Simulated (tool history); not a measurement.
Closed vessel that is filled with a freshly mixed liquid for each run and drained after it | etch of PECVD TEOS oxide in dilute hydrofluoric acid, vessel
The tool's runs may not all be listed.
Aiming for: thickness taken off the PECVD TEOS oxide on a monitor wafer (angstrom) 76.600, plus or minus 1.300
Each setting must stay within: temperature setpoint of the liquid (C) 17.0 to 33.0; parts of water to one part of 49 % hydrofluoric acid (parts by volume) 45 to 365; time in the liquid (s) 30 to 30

run  hour  temperature setpoint of the liquid (C)  parts of water to one part of 49 % hydrofluoric acid (parts by volume)  time in the liquid (s)  thickness taken off the PECVD TEOS oxide on a monitor wafer (angstrom)
  1   0.0                                    25.0                                                                     205                      30                                                                  40.792
  2   2.0                                    25.0                                                                     205                      30                                                                  41.024
  3   8.3                                    25.0                                                                     250                      30                                                                  32.065
  4  17.2                                    22.0                                                                     250                      30                                                                  28.602
  5  25.1                                    25.0                                                                     220                      30                                                                  37.543
  6  29.8                                    27.0                                                                     200                      30                                                                  45.475
  7  37.6                                    28.5                                                                     185                      30                                                                  53.078
  8  43.1                                    29.5                                                                     175                      30                                                                  58.556
  9  47.2                                    30.5                                                                     170                      30                                                                  62.738
 10  53.5                                    31.0                                                                     165                      30                                                                  66.494
 11  57.0                                    31.0                                                                     165                      30                                                                  65.810
 12  58.7                                    31.5                                                                     160                      30                                                                  69.819

Exactly one of the 4 candidate moves below puts every result within its allowed miss. Which one?
  A  60.4                                    28.5                                                                     130                      30                                                                       ?
  B  60.4                                    33.0                                                                     155                      30                                                                       ?
  C  60.4                                    32.0                                                                     185                      30                                                                       ?
  D  60.4                                    32.0                                                                     145                      30                                                                       ?

move  thickness taken off the PECVD TEOS oxide on a monitor wafer (angstrom)
   A                                                                  79.736
   B                                                                  75.995
   C                                                                  59.081
   D                                                                  79.534
A: carries the result that was furthest off beyond its target, to the other side
B: all results in spec
C: its largest miss is bigger than the last run's
D: carries the result that was furthest off beyond its target, to the other side
B is the move that brings every result within its allowed miss.

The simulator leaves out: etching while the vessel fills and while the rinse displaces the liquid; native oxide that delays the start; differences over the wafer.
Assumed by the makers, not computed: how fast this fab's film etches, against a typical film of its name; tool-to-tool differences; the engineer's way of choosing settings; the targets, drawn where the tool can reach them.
